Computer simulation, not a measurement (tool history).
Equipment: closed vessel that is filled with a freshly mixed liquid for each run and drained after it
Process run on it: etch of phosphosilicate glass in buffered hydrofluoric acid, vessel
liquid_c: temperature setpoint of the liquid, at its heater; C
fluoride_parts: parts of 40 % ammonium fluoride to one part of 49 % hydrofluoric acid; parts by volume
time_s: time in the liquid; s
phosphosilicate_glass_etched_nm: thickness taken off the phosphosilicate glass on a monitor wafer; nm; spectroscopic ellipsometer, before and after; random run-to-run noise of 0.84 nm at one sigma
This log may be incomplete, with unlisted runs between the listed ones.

run,day,liquid_c,fluoride_parts,time_s,phosphosilicate_glass_etched_nm
1,0,23,23,105,339.71
2,0.192,26,23,105,396.41
3,0.329,25,23.5,105,372.89
4,0.354,24,24,105,346.85
5,0.567,23,24.5,105,325.04
6,0.812,22.5,25,105,312.16
7,1.175,22,25,105,302.64

Forecast run 8:
# day 1.221: hydrofluoric acid flow meter replaced
8,1.221,21.5,25,105,?

Run 8 yielded phosphosilicate_glass_etched_nm 273.48 nm.

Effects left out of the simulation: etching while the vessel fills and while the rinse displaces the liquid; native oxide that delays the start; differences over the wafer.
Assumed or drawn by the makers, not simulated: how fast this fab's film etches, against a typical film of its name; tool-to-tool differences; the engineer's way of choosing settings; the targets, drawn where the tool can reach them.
